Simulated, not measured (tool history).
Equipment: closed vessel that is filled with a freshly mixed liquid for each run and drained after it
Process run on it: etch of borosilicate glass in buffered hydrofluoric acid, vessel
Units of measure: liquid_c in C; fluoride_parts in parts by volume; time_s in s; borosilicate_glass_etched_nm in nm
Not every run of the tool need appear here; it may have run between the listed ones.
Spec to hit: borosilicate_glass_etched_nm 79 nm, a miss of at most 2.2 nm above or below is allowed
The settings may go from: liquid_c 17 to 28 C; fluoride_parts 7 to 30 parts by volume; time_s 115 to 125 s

{"run": 1, "hour": 0.0, "liquid_c": 20, "fluoride_parts": 19, "time_s": 115, "borosilicate_glass_etched_nm": 56.372}
{"run": 2, "hour": 8.0, "liquid_c": 20, "fluoride_parts": 21, "time_s": 115, "borosilicate_glass_etched_nm": 52.027}
{"run": 3, "hour": 15.6, "liquid_c": 20, "fluoride_parts": 16, "time_s": 115, "borosilicate_glass_etched_nm": 67.59}
{"run": 4, "hour": 19.1, "liquid_c": 20, "fluoride_parts": 16, "time_s": 125, "borosilicate_glass_etched_nm": 73.284}
{"run": 5, "hour": 23.9, "liquid_c": 20, "fluoride_parts": 16, "time_s": 115, "borosilicate_glass_etched_nm": 66.986}
{"run": 6, "hour": 30.9, "liquid_c": 20.5, "fluoride_parts": 16, "time_s": 115, "borosilicate_glass_etched_nm": 69.452}
{"run": 7, "hour": 35.9, "liquid_c": 21, "fluoride_parts": 16, "time_s": 115, "borosilicate_glass_etched_nm": 71.717}
{"run": 8, "hour": 38.7, "liquid_c": 22, "fluoride_parts": 16, "time_s": 115, "borosilicate_glass_etched_nm": 76.059}

Of the 4 settings listed for the next run, only one would bring every result within its allowed miss of target. Which one?
{"run": "A", "hour": 41.5, "liquid_c": 18, "fluoride_parts": 13.5, "time_s": 115, "borosilicate_glass_etched_nm": "?"}
{"run": "B", "hour": 41.5, "liquid_c": 22, "fluoride_parts": 16, "time_s": 120, "borosilicate_glass_etched_nm": "?"}
{"run": "C", "hour": 41.5, "liquid_c": 27.5, "fluoride_parts": 20, "time_s": 120, "borosilicate_glass_etched_nm": "?"}
{"run": "D", "hour": 41.5, "liquid_c": 22.5, "fluoride_parts": 15, "time_s": 120, "borosilicate_glass_etched_nm": "?"}

move=A borosilicate_glass_etched_nm=71.482
move=B borosilicate_glass_etched_nm=78.515
move=C borosilicate_glass_etched_nm=84.494
move=D borosilicate_glass_etched_nm=86.003
A: further off than the last run
B: each result inside its tolerance
C: takes the biggest miss from the last run beyond its target
D: takes the biggest miss from the last run beyond its target
The move that meets every target is B.

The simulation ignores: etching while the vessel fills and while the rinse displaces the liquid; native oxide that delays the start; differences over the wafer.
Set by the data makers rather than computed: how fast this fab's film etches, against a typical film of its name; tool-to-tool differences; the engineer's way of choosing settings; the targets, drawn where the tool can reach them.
